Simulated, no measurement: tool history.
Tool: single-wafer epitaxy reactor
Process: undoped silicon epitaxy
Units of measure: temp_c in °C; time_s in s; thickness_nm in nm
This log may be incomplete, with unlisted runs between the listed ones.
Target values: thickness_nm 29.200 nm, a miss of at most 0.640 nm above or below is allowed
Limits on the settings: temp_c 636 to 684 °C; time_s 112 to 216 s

run 1 hour=0.0 | temp_c=660 time_s=164 | thickness_nm=33.083
run 2 hour=6.8 | temp_c=668 time_s=164 | thickness_nm=39.792
run 3 hour=9.8 | temp_c=678 time_s=164 | thickness_nm=50.796
run 4 hour=18.3 | temp_c=674 time_s=164 | thickness_nm=46.089
run 5 hour=19.6 | temp_c=670 time_s=164 | thickness_nm=41.782
run 6 hour=23.6 | temp_c=661 time_s=164 | thickness_nm=33.735
run 7 hour=26.9 | temp_c=660 time_s=164 | thickness_nm=33.046
run 8 hour=29.8 | temp_c=653 time_s=163 | thickness_nm=27.590
run 9 hour=34.8 | temp_c=654 time_s=163 | thickness_nm=28.247

Pick the move, out of 4, that brings all results within their allowed miss; only one does.
run A hour=39.8 | temp_c=654 time_s=159 | thickness_nm=?
run B hour=39.8 | temp_c=656 time_s=169 | thickness_nm=?
run C hour=39.8 | temp_c=653 time_s=174 | thickness_nm=?
run D hour=39.8 | temp_c=652 time_s=162 | thickness_nm=?

move=A thickness_nm=27.719
move=B thickness_nm=30.949
move=C thickness_nm=29.594
move=D thickness_nm=26.879
A: further off than the last run
B: the result that was furthest off in the last run now lies on the other side of its target
C: hits every target within its allowed miss
D: further off than the last run
Go with C: it meets all targets.
